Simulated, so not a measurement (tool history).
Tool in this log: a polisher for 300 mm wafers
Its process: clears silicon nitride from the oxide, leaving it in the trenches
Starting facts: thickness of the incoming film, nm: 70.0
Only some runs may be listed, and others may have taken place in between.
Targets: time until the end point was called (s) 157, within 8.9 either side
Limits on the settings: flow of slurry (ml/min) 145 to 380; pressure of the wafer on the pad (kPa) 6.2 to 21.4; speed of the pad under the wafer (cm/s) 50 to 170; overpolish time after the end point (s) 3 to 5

run	hour	flow of slurry (ml/min)	pressure of the wafer on the pad (kPa)	speed of the pad under the wafer (cm/s)	overpolish time after the end point (s)	time until the end point was called (s)
1	0	245	13.8	110	5	98.462
2	5.7	245	13.8	110	5	102.73
3	9.7	245	13.8	138	5	80.242
4	11.6	300	13.8	138	5	78.167
5	14.2	300	15.2	138	5	72.454
6	18.1	300	13.8	132	5	83.264
7	21	300	12.4	128	5	96.29
8	22.1	300	8.3	122	5	145.69

Of the 5 settings listed for the next run, only one would bring every result within its allowed miss of target. Which one?
A	23.2	320	9.7	108	3	?
B	23.2	295	9	122	5	?
C	23.2	310	7.6	122	5	?
D	23.2	320	8.3	134	3	?
E	23.2	275	8.3	130	4	?

move	time until the end point was called (s)
A	139.76
B	134.21
C	156.63
D	131.28
E	137.03
A: lands further from the targets than the last run did
B: lands further from the targets than the last run did
C: in spec on every target
D: lands further from the targets than the last run did
E: lands further from the targets than the last run did
Answer: C
